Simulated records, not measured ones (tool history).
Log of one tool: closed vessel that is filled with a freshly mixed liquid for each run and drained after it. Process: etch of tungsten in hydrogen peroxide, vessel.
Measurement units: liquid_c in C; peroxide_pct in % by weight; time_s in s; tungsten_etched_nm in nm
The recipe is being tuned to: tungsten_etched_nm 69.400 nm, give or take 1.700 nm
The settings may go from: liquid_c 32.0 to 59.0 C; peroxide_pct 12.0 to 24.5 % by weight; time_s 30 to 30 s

run 1 day=0.000 | liquid_c=43.0 peroxide_pct=16.5 time_s=30 | tungsten_etched_nm=50.360
run 2 day=0.262 | liquid_c=44.5 peroxide_pct=16.5 time_s=30 | tungsten_etched_nm=55.218
run 3 day=0.404 | liquid_c=45.5 peroxide_pct=16.5 time_s=30 | tungsten_etched_nm=59.327
run 4 day=0.446 | liquid_c=46.0 peroxide_pct=16.5 time_s=30 | tungsten_etched_nm=60.550
run 5 day=0.612 | liquid_c=46.5 peroxide_pct=16.5 time_s=30 | tungsten_etched_nm=62.838
run 6 day=0.638 | liquid_c=41.5 peroxide_pct=16.5 time_s=30 | tungsten_etched_nm=45.611
run 7 day=0.733 | liquid_c=43.0 peroxide_pct=16.5 time_s=30 | tungsten_etched_nm=49.962
run 8 day=1.000 | liquid_c=44.5 peroxide_pct=16.5 time_s=30 | tungsten_etched_nm=54.867

Pick the move, out of 5, that brings all results within their allowed miss; only one does.
run A day=1.267 | liquid_c=41.0 peroxide_pct=17.0 time_s=30 | tungsten_etched_nm=?
run B day=1.267 | liquid_c=46.5 peroxide_pct=16.5 time_s=30 | tungsten_etched_nm=?
run C day=1.267 | liquid_c=50.5 peroxide_pct=18.5 time_s=30 | tungsten_etched_nm=?
run D day=1.267 | liquid_c=40.5 peroxide_pct=15.5 time_s=30 | tungsten_etched_nm=?
run E day=1.267 | liquid_c=49.0 peroxide_pct=14.5 time_s=30 | tungsten_etched_nm=?

move=A tungsten_etched_nm=44.779
move=B tungsten_etched_nm=62.576
move=C tungsten_etched_nm=84.806
move=D tungsten_etched_nm=41.395
move=E tungsten_etched_nm=68.493
A: misses by more than the last run did
B: closes in on the targets versus the last run, not all within tolerance yet
C: takes the result that was furthest off past its target
D: misses by more than the last run did
E: all results in spec
Move E is the one to make.

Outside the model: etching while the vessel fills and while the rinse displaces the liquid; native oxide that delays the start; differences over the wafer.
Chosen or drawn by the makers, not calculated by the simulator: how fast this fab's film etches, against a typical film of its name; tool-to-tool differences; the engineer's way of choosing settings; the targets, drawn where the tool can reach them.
